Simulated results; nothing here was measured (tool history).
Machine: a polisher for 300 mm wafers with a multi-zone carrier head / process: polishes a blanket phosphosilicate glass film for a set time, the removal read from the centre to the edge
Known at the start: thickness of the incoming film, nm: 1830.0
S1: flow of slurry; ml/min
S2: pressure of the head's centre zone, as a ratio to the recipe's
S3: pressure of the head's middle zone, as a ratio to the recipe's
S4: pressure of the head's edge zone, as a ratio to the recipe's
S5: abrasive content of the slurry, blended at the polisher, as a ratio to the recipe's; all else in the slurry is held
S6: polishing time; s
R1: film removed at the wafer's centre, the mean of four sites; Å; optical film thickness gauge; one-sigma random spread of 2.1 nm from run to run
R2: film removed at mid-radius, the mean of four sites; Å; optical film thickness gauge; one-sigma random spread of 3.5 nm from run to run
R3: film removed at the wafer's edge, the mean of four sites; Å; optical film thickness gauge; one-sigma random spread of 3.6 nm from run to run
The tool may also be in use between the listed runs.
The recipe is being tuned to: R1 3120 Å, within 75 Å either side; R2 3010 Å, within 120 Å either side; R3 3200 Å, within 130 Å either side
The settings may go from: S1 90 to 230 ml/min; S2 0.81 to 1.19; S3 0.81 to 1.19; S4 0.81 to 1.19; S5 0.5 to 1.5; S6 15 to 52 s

run	hour	S1	S2	S3	S4	S5	S6	R1	R2	R3
1	0	150	1	1	1	1	33	2348.5	2265	2294.3
2	6.7	155	1	1	1.02	1.05	33	2380.4	2364.8	2386.5
3	13	125	1	1	1.02	1.05	33	2303.4	2255.2	2343
4	13.6	130	1.01	1	1.04	1.1	33	2372.2	2299.8	2395.4
5	20.8	135	1.01	1	1.05	1.15	33	2419	2351.1	2444.6
6	28.4	135	1.01	1	1.06	1.2	33	2438.2	2398.9	2487.6
7	32	175	1.06	1	1.16	1.45	34	2932.3	2717.9	2933.2
8	39.7	185	1.05	1.01	1.18	1.5	35	3038.8	2852.7	3165
9	46.4	185	1.05	1.02	1.18	1.5	35	3040.7	2847.5	3091.5
10	50.1	185	1.05	1.02	1.18	1.5	35	3032.9	2848	3100.7

4 candidate next runs follow, results not yet known. Just one meets every target within its allowed miss. Identify it.
A	53.8	200	1.11	0.94	1.19	1.45	35	?	?	?
B	53.8	155	1.05	1.04	1.14	1.4	38	?	?	?
C	53.8	185	1.05	0.96	1.19	1.5	36	?	?	?
D	53.8	155	0.95	1.12	1.11	1.5	38	?	?	?

move	R1	R2	R3
A	3207.8	2679.7	3140.5
B	3134.3	3027.2	3211.3
C	3115.5	2805.2	3237
D	2893.3	3293	3229.3
A: its largest miss is bigger than the last run's
B: each result inside its tolerance
C: its largest miss is bigger than the last run's
D: moves the result that the last run missed by most past its target, out the other side
Answer: B

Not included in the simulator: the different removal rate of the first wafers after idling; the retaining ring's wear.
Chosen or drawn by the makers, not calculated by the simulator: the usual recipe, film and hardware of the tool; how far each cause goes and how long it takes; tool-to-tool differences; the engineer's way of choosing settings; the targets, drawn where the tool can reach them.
